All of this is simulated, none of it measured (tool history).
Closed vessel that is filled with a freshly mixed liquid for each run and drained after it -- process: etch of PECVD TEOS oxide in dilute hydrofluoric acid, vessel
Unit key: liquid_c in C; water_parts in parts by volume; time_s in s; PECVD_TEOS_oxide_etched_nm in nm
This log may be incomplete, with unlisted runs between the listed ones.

run 1 hour=0 | liquid_c=21 water_parts=285 time_s=330 | PECVD_TEOS_oxide_etched_nm=23.713
run 2 hour=4.3 | liquid_c=19 water_parts=285 time_s=330 | PECVD_TEOS_oxide_etched_nm=22.24
run 3 hour=6.4 | liquid_c=19 water_parts=285 time_s=350 | PECVD_TEOS_oxide_etched_nm=23.213
run 4 hour=11.8 | liquid_c=19 water_parts=285 time_s=350 | PECVD_TEOS_oxide_etched_nm=23.728
run 5 hour=18.4 | liquid_c=17 water_parts=285 time_s=350 | PECVD_TEOS_oxide_etched_nm=21.302
run 6 hour=23.3 | liquid_c=20.5 water_parts=285 time_s=350 | PECVD_TEOS_oxide_etched_nm=24.51
run 7 hour=24.9 | liquid_c=22.5 water_parts=260 time_s=350 | PECVD_TEOS_oxide_etched_nm=29.62
run 8 hour=33.2 | liquid_c=24 water_parts=240 time_s=350 | PECVD_TEOS_oxide_etched_nm=34.932
run 9 hour=34.2 | liquid_c=25 water_parts=230 time_s=350 | PECVD_TEOS_oxide_etched_nm=38.087

Run 10 has not been measured yet. What should we expect?
run 10 hour=40.8 | liquid_c=29 water_parts=195 time_s=350 | PECVD_TEOS_oxide_etched_nm=?

PECVD_TEOS_oxide_etched_nm: 53.836 nm
